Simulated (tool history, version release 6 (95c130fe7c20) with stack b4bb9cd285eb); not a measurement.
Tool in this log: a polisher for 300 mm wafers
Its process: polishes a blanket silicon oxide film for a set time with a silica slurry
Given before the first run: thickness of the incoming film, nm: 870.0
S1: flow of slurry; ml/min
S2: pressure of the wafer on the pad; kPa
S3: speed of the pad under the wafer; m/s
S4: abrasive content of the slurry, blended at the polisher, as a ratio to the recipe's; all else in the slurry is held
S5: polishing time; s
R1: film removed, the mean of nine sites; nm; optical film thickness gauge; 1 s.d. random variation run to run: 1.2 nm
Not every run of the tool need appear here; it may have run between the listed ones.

run  hour   S1    S2    S3   S4   S5      R1
  1   0.0  190  20.7  1.16  1.0   95  194.82
  2   4.0  190  20.7  1.16  1.2   95  214.18
  3   9.3  190  20.7  1.16  1.2  100  221.94
  4  11.4  190  17.2  1.16  1.2  100  184.35
  5  12.2  185  17.2  1.16  1.2  100  184.99
  6  14.2  185  12.4  1.16  1.2  100  135.50
  7  20.4  190  13.1  1.16  1.2  100  141.23
  8  29.2  190  13.8  1.16  1.2  100  149.07
  9  33.7  195  13.8  1.16  1.2  100  151.60
 10  37.7  200  13.8  1.16  1.2  100  152.06
 11  45.3  205  13.8  1.16  1.2  100  153.14

Run 12 comes next. What will it give?
 12  46.7  210  13.8  1.16  1.2  100   ?

R1: 153.58 nm

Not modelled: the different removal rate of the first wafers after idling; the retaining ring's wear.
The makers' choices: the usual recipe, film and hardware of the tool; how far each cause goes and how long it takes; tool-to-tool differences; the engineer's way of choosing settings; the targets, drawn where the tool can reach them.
